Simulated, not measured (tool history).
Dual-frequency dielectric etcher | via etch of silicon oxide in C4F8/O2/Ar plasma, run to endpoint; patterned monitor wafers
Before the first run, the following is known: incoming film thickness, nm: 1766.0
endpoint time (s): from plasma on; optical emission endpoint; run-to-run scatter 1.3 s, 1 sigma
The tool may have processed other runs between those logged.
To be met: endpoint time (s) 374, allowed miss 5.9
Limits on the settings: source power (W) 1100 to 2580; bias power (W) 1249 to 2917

run    day  source power (W)  bias power (W)  endpoint time (s)
  1      0              1840            2083             346.75
  2   0.15              1790            2074             349.62
  3  0.362              1740            2065             354.28
  4  0.533              1700            2058                357
  5  0.633              1670            2051             356.83
  6  0.942              1950            2051             342.38
  7  1.079              1880            2034             348.44
  8  1.158              1820            2020              352.4

Which single option among these 5 for the next run brings every result within its allowed miss of target? Just one does.
  A  1.238              1550            1903                  ?
  B  1.238              1940            1694                  ?
  C  1.238              1530            2260                  ?
  D  1.238              1420            2331                  ?
  E  1.238              1560            2084                  ?

move  endpoint time (s)
   A             373.32
   B             363.13
   C             355.04
   D             358.49
   E             362.32
A: every result lands within tolerance
B: nearer than the last run, and not there yet
C: nearer than the last run, and not there yet
D: nearer than the last run, and not there yet
E: nearer than the last run, and not there yet
Go with A: it meets all targets.
